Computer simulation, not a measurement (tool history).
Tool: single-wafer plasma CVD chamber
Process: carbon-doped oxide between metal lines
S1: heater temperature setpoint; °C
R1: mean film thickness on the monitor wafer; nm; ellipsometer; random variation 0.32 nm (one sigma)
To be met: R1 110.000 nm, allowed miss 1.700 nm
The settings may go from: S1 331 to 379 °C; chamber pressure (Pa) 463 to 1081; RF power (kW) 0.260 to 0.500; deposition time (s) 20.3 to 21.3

run 1 day=0.000 | S1=355 chamber_pressure_(Pa)=772 RF_power_(kW)=0.380 deposition_time_(s)=21.3 | R1=99.917
run 2 day=0.188 | S1=351 chamber_pressure_(Pa)=827 RF_power_(kW)=0.385 deposition_time_(s)=21.3 | R1=103.050
run 3 day=0.358 | S1=351 chamber_pressure_(Pa)=827 RF_power_(kW)=0.385 deposition_time_(s)=20.3 | R1=97.810
run 4 day=0.438 | S1=351 chamber_pressure_(Pa)=827 RF_power_(kW)=0.385 deposition_time_(s)=21.3 | R1=102.180
run 5 day=0.462 | S1=348 chamber_pressure_(Pa)=857 RF_power_(kW)=0.395 deposition_time_(s)=21.3 | R1=106.200
run 6 day=0.725 | S1=348 chamber_pressure_(Pa)=929 RF_power_(kW)=0.395 deposition_time_(s)=21.3 | R1=106.490
run 7 day=1.029 | S1=346 chamber_pressure_(Pa)=941 RF_power_(kW)=0.395 deposition_time_(s)=21.3 | R1=107.690
run 8 day=1.362 | S1=345 chamber_pressure_(Pa)=951 RF_power_(kW)=0.395 deposition_time_(s)=21.3 | R1=107.950
run 9 day=1.604 | S1=344 chamber_pressure_(Pa)=959 RF_power_(kW)=0.395 deposition_time_(s)=21.3 | R1=108.260

5 next moves are on the table. One of them brings every result within its allowed miss. Which?
run A day=1.846 | S1=345 chamber_pressure_(Pa)=1020 RF_power_(kW)=0.415 deposition_time_(s)=20.9 | R1=?
run B day=1.846 | S1=347 chamber_pressure_(Pa)=1077 RF_power_(kW)=0.465 deposition_time_(s)=20.3 | R1=?
run C day=1.846 | S1=343 chamber_pressure_(Pa)=727 RF_power_(kW)=0.395 deposition_time_(s)=21.3 | R1=?
run D day=1.846 | S1=346 chamber_pressure_(Pa)=824 RF_power_(kW)=0.425 deposition_time_(s)=20.3 | R1=?
run E day=1.846 | S1=345 chamber_pressure_(Pa)=708 RF_power_(kW)=0.415 deposition_time_(s)=20.9 | R1=?

move=A R1=109.670
move=B R1=114.350
move=C R1=106.120
move=D R1=106.300
move=E R1=106.460
A: meets every target
B: takes the result that was furthest off past its target
C: further off than the last run
D: further off than the last run
E: further off than the last run
Move A is the one to make.
